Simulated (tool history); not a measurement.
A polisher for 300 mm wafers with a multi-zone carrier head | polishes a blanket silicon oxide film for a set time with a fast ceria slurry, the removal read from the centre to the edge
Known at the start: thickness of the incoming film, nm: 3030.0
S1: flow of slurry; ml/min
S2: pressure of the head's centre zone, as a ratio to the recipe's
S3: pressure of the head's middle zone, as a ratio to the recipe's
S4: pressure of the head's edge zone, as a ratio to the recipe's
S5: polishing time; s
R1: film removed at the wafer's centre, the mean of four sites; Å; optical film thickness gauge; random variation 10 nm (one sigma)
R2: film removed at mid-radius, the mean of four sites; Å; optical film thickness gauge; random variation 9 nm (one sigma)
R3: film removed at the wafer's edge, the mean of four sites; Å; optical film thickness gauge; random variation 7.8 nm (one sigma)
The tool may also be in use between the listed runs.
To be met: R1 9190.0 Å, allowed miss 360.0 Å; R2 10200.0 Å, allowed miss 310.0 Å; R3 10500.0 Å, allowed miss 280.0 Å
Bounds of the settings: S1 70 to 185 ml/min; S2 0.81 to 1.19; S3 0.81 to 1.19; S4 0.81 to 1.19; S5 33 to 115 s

run    day   S1    S2    S3    S4  S5       R1       R2       R3
  1  0.000  120  1.00  1.00  1.00  73  10160.0  10632.0  11338.0
  2  0.062  120  1.04  1.00  1.00  73  10601.0  10523.0  11281.0
  3  0.383  120  1.04  1.06  1.00  73  10756.0  11062.0  11280.0
  4  0.654  115  1.03  1.06  0.99  73  10127.0  10825.0  11037.0
  5  0.892  115  1.03  1.06  0.93  73  10107.0  10725.0  10864.0
  6  1.067  110  1.03  1.06  0.93  73  10015.0  10579.0  10757.0
     1.388  -- slurry nozzle cleaned
  7  1.388   90  0.98  1.06  0.94  73  10473.0  11577.0  11291.0
  8  1.700  100  0.98  1.06  0.93  73  10843.0  12028.0  11516.0
  9  1.871  105  0.99  1.06  0.97  71  10863.0  11791.0  11398.0
 10  2.096   75  0.92  0.98  0.91  68   8596.8   9422.5  10043.0

Which of these 5 next moves meets every target?
  A  2.321   70  0.91  0.84  0.94  74   ?   ?   ?
  B  2.321  100  0.81  0.81  0.97  67   ?   ?   ?
  C  2.321   75  0.84  0.99  0.85  70   ?   ?   ?
  D  2.321  105  0.87  0.93  0.87  67   ?   ?   ?
  E  2.321  100  1.02  1.04  0.81  63   ?   ?   ?

move      R1       R2       R3
   A  8815.5   9079.7  10735.0
   B  8379.6   9276.7  10786.0
   C  8000.6   9823.3   9951.5
   D  9170.2  10237.0  10429.0
   E  9953.6  10171.0   9440.7
A: further off than the last run
B: further off than the last run
C: further off than the last run
D: meets every target
E: brings the result that was furthest off to its target, and leaves another outside
The right move is D.
